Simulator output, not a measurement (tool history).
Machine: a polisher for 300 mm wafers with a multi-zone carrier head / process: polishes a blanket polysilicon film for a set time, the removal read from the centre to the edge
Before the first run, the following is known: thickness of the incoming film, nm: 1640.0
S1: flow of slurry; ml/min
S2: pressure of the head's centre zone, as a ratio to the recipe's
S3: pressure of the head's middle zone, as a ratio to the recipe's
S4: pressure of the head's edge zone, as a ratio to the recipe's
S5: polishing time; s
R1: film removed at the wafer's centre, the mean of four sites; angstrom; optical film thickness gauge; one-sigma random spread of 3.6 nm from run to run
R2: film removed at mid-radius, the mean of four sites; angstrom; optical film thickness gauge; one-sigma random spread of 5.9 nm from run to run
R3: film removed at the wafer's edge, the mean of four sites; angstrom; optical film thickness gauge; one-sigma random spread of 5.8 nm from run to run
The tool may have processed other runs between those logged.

run,hour,S1,S2,S3,S4,S5,R1,R2,R3
1,0,290,1,1,1,83,4207,4137.3,4077.7
2,4.5,220,1,1,1,83,3979.1,4044.5,4067.3
3,9.3,220,1,1,0.93,83,3950.1,4056,4000.5
4,15.3,215,0.99,1,0.94,85,4024.3,4132.4,4106.6
5,23.9,175,0.99,1,0.94,85,3833.4,3975.4,3949
6,29.5,175,0.99,1,0.94,95,4328.1,4430.8,4279.2

Predict the results of run 7:
7,38.4,185,0.97,1,0.96,97,?,?,?

{"run 7": {"R1": 4356, "R2": 4608.9, "R3": 4461.2}}
